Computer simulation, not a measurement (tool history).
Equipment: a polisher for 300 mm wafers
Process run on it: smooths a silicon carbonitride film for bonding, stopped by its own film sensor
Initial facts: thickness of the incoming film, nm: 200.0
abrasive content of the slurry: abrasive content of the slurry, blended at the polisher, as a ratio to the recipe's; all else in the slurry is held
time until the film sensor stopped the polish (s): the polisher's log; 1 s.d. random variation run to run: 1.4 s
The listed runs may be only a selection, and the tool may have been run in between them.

run    day  flow of slurry (ml/min)  pressure of the wafer on the pad (kPa)  speed of the pad under the wafer (cm/s)  abrasive content of the slurry  target thickness at which the film sensor stops the polish (angstrom)  time until the film sensor stopped the polish (s)
  1  0.000                      210                                    11.7                                       86                             1.0                                                                   1870                                             69.188
  2  0.162                      210                                    11.7                                       86                             1.0                                                                   1870                                             70.642
  3  0.512                      210                                    11.7                                      100                             1.0                                                                   1870                                             61.868
  4  0.762                      210                                    11.7                                      100                             1.0                                                                   1870                                             61.482
  5  1.079                      210                                    10.3                                       94                             1.0                                                                   1870                                             74.608
  6  1.262                      175                                    10.3                                       94                             1.0                                                                   1870                                             75.004
  7  1.296                      175                                     9.0                                       90                             1.0                                                                   1870                                             89.538

Estimate the outcome of run 8 from the log above:
  8  1.433                      175                                     8.3                                       88                             1.0                                                                   1870                                                  ?

{"run 8": {"time until the film sensor stopped the polish (s)": 99.231}}
